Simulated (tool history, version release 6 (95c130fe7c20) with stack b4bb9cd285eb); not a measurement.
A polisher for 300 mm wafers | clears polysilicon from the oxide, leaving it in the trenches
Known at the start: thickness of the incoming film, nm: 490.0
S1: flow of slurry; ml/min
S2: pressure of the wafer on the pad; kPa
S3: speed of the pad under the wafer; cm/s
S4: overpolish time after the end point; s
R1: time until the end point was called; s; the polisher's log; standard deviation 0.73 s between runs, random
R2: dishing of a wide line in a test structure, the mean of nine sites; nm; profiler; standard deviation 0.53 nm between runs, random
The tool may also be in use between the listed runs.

Run 1, hour 0: S1 295 ml/min, S2 24.1 kPa, S3 98 cm/s, S4 21 s. Result: R1 25.603 s, R2 67.639 nm.
Run 2, hour 0.6: S1 295 ml/min, S2 26.9 kPa, S3 98 cm/s, S4 21 s. Result: R1 22.982 s, R2 67.313 nm.
Run 3, hour 7.6: S1 295 ml/min, S2 26.9 kPa, S3 88 cm/s, S4 21 s. Result: R1 24.281 s, R2 68.084 nm.
Run 4, hour 14.8: S1 295 ml/min, S2 26.9 kPa, S3 88 cm/s, S4 28 s. Result: R1 24.75 s, R2 66.907 nm.
Run 5, hour 21: S1 295 ml/min, S2 29.6 kPa, S3 88 cm/s, S4 28 s. Result: R1 22.861 s, R2 66.935 nm.
Run 6, hour 25.5: S1 265 ml/min, S2 24.8 kPa, S3 88 cm/s, S4 31 s. Result: R1 27.312 s, R2 67.298 nm.
Run 7, hour 33.6: S1 315 ml/min, S2 23.4 kPa, S3 78 cm/s, S4 34 s. Result: R1 30.993 s, R2 66.895 nm.
Run 8, hour 35: S1 350 ml/min, S2 22.8 kPa, S3 70 cm/s, S4 36 s. Result: R1 33.64 s, R2 65.641 nm.
Run 9, hour 38.5: S1 380 ml/min, S2 22.1 kPa, S3 64 cm/s, S4 37 s. Result: R1 36.674 s, R2 67.681 nm.
Run 10, hour 40.8: S1 330 ml/min, S2 19.3 kPa, S3 70 cm/s, S4 38 s. Result: R1 39.381 s, R2 67.612 nm.
Run 11, hour 43.5: S1 365 ml/min, S2 20 kPa, S3 64 cm/s, S4 39 s. Result: R1 39.172 s, R2 68.874 nm.
Run 12, hour 47.2: S1 280 ml/min, S2 13.1 kPa, S3 92 cm/s, S4 29 s. Result: R1 46.237 s, R2 67.318 nm.
Run 13, hour 55.2: S1 255 ml/min, S2 15.2 kPa, S3 84 cm/s, S4 25 s. Result: R1 43.508 s, R2 65.767 nm.
Run 14, hour 56.9: S1 235 ml/min, S2 16.5 kPa, S3 74 cm/s, S4 20 s. Result: R1 45.852 s, R2 65.324 nm.
Run 15, hour 63.3: S1 220 ml/min, S2 17.9 kPa, S3 66 cm/s, S4 17 s. Result: R1 45.656 s, R2 64.327 nm.

Expected results for the next run?
Run 16, hour 64.3: S1 175 ml/min, S2 22.8 kPa, S3 44 cm/s, S4 7 s. Result: R1 ?, R2 ?.

R1: 48.14 s
R2: 43.703 nm
